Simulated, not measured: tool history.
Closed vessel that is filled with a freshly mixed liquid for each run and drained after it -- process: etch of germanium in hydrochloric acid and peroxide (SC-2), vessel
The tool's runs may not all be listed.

run,hour,temperature setpoint of the liquid (K),parts of water to one part each of 37 % hydrochloric acid and 30 % peroxide (parts by volume),time in the liquid (s),thickness taken off the germanium on a monitor wafer (Å)
1,0.0,329.15,9.5,30,715.77
2,1.4,333.65,9.5,30,813.86
3,3.5,332.15,9.5,30,788.90
4,12.4,332.15,9.5,30,791.06
5,19.8,330.65,9.5,30,754.06
6,22.9,330.65,13.0,30,717.04

For run 7, what comes out?
7,28.2,330.65,13.0,30,?

Logged for run 7: thickness taken off the germanium on a monitor wafer (Å) 726.82.
